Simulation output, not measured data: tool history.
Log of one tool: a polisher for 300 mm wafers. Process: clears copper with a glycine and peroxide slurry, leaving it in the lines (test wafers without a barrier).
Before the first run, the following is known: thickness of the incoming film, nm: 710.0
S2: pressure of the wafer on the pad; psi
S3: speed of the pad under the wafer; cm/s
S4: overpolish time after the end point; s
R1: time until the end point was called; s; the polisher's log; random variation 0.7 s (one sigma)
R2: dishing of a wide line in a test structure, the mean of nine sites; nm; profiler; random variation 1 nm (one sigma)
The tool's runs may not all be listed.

{"run": 1, "hour": 0.0, "flow of slurry (ml/min)": 200, "S2": 3.5, "S3": 92, "S4": 19, "R1": 105.2, "R2": 58.436}
{"run": 2, "hour": 3.6, "flow of slurry (ml/min)": 215, "S2": 3.5, "S3": 92, "S4": 19, "R1": 104.99, "R2": 57.81}
{"run": 3, "hour": 6.3, "flow of slurry (ml/min)": 180, "S2": 3.5, "S3": 92, "S4": 19, "R1": 107.63, "R2": 56.806}
{"run": 4, "hour": 11.7, "flow of slurry (ml/min)": 180, "S2": 4.1, "S3": 92, "S4": 19, "R1": 93.897, "R2": 61.296}
{"run": 5, "hour": 15.1, "flow of slurry (ml/min)": 185, "S2": 4.2, "S3": 92, "S4": 18, "R1": 91.396, "R2": 61.107}
{"run": 6, "hour": 21.0, "flow of slurry (ml/min)": 190, "S2": 4.2, "S3": 92, "S4": 17, "R1": 90.886, "R2": 58.757}

Run 7 is up next; what results do you expect?
{"run": 7, "hour": 25.7, "flow of slurry (ml/min)": 195, "S2": 4.2, "S3": 92, "S4": 16, "R1": "?", "R2": "?"}

{"run 7": {"R1": 90.743, "R2": 57.199}}
